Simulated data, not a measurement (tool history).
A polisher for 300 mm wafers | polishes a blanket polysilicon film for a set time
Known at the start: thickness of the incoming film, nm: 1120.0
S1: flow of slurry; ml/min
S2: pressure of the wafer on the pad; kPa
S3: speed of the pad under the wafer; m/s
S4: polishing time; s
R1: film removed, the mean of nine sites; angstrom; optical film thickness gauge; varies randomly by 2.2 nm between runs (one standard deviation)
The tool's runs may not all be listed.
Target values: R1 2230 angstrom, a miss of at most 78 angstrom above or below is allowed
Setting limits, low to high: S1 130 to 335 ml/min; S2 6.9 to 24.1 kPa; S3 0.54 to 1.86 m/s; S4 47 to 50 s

| run | hour | S1 | S2 | S3 | S4 | R1 |
|---|---|---|---|---|---|---|
| 1 | 0 | 215 | 15.2 | 1.18 | 47 | 4221.7 |
| 2 | 5.8 | 215 | 14.5 | 1.16 | 47 | 3945.7 |
| 3 | 9.3 | 215 | 14.5 | 1.16 | 50 | 4159.3 |
| 4 | 10.2 | 215 | 14.5 | 1.16 | 50 | 4280.9 |
| 5 | 18.9 | 215 | 16.5 | 1.16 | 50 | 4726.3 |
| 6 | 24.3 | 250 | 16.5 | 1.16 | 50 | 4816.5 |
| 7 | 26.1 | 250 | 15.2 | 1.14 | 50 | 4334.7 |
| 8 | 31.6 | 250 | 14.5 | 1.12 | 50 | 4207.3 |
| 9 | 39.3 | 250 | 13.8 | 1.1 | 50 | 3925.9 |
| 10 | 45.1 | 250 | 13.1 | 1.08 | 50 | 3764.5 |
| 11 | 51.9 | 250 | 12.4 | 1.06 | 50 | 3526.5 |

Of the 4 settings listed for the next run, only one would bring every result within its allowed miss of target. Which one?
| A | 58.7 | 250 | 11.7 | 0.82 | 47 | ? |
| B | 58.7 | 250 | 11.7 | 0.72 | 47 | ? |
| C | 58.7 | 215 | 7.6 | 0.82 | 47 | ? |
| D | 58.7 | 240 | 11 | 0.94 | 47 | ? |

| move | R1 |
|---|---|
| A | 2497.6 |
| B | 2219.1 |
| C | 1845 |
| D | 2702.1 |
A: closer than the last run, but not yet in spec
B: hits every target within its allowed miss
C: the result that was furthest off in the last run now lies on the other side of its target
D: closer than the last run, but not yet in spec
B is the move that brings every result within its allowed miss.
